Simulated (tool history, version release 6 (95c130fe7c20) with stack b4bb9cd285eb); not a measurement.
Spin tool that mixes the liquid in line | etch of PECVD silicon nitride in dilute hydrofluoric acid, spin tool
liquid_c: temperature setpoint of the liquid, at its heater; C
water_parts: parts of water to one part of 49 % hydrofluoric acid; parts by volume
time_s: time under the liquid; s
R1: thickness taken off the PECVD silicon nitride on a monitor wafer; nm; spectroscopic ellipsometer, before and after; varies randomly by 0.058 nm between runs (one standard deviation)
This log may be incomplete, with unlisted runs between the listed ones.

{"run": 1, "hour": 0.0, "liquid_c": 23, "water_parts": 245, "time_s": 310, "R1": 3.1203}
{"run": 2, "hour": 0.7, "liquid_c": 25.5, "water_parts": 245, "time_s": 310, "R1": 3.7487}
{"run": 3, "hour": 2.9, "liquid_c": 25.5, "water_parts": 195, "time_s": 310, "R1": 4.6646}
{"run": 4, "hour": 8.5, "liquid_c": 25, "water_parts": 195, "time_s": 310, "R1": 4.4769}
{"run": 5, "hour": 13.7, "liquid_c": 25, "water_parts": 160, "time_s": 310, "R1": 5.648}
{"run": 6, "hour": 18.6, "liquid_c": 25, "water_parts": 160, "time_s": 330, "R1": 5.8479}

Run 7 comes next. What will it give?
{"run": 7, "hour": 27.2, "liquid_c": 24, "water_parts": 160, "time_s": 330, "R1": "?"}

R1: 5.577 nm

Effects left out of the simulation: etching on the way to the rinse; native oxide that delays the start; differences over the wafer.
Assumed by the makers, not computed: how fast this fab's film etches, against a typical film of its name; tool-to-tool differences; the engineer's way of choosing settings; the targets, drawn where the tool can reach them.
